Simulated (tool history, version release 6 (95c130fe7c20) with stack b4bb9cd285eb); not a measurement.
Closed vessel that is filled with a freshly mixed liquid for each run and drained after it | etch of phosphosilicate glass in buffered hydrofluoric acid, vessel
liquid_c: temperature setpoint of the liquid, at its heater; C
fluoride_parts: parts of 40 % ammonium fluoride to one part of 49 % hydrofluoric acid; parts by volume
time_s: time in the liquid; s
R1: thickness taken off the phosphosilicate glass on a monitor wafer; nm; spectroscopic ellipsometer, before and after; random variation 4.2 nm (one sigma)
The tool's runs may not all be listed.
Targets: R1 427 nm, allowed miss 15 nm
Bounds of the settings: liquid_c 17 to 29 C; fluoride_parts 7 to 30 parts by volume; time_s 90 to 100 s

{"run": 1, "day": 0.0, "liquid_c": 21, "fluoride_parts": 20, "time_s": 90, "R1": 198.72}
{"run": 2, "day": 0.104, "liquid_c": 22.5, "fluoride_parts": 18.5, "time_s": 90, "R1": 233.17}
{"run": 3, "day": 0.358, "liquid_c": 23.5, "fluoride_parts": 17.5, "time_s": 90, "R1": 250.55}
{"run": 4, "day": 0.417, "liquid_c": 23.5, "fluoride_parts": 21.5, "time_s": 90, "R1": 212.44}
{"run": 5, "day": 0.804, "liquid_c": 24.5, "fluoride_parts": 19.5, "time_s": 90, "R1": 242.92}
{"run": 6, "day": 0.954, "liquid_c": 24.5, "fluoride_parts": 19.5, "time_s": 100, "R1": 272.51}
{"run": 7, "day": 1.079, "liquid_c": 25.5, "fluoride_parts": 18.5, "time_s": 100, "R1": 300.54}
{"run": 8, "day": 1.379, "liquid_c": 26, "fluoride_parts": 17.5, "time_s": 100, "R1": 325.22}
{"run": 9, "day": 1.733, "liquid_c": 26.5, "fluoride_parts": 17, "time_s": 100, "R1": 340.79}
{"run": 10, "day": 2.017, "liquid_c": 27, "fluoride_parts": 16.5, "time_s": 100, "R1": 361.09}
{"run": 11, "day": 2.338, "liquid_c": 27.5, "fluoride_parts": 16, "time_s": 100, "R1": 388.1}
{"run": 12, "day": 2.596, "liquid_c": 28, "fluoride_parts": 16, "time_s": 100, "R1": 402.71}
{"run": 13, "day": 2.729, "liquid_c": 28.5, "fluoride_parts": 16, "time_s": 100, "R1": 411.57}

5 next moves are on the table. One of them brings every result within its allowed miss. Which?
{"run": "A", "day": 2.862, "liquid_c": 29, "fluoride_parts": 17, "time_s": 100, "R1": "?"}
{"run": "B", "day": 2.862, "liquid_c": 26.5, "fluoride_parts": 14.5, "time_s": 95, "R1": "?"}
{"run": "C", "day": 2.862, "liquid_c": 28, "fluoride_parts": 15, "time_s": 95, "R1": "?"}
{"run": "D", "day": 2.862, "liquid_c": 27, "fluoride_parts": 14, "time_s": 100, "R1": "?"}
{"run": "E", "day": 2.862, "liquid_c": 25, "fluoride_parts": 12.5, "time_s": 90, "R1": "?"}

move=A R1=394.48
move=B R1=383.4
move=C R1=401.84
move=D R1=429.06
move=E R1=387.39
A: further off than the last run
B: further off than the last run
C: further off than the last run
D: meets every target
E: further off than the last run
Move D is the one to make.
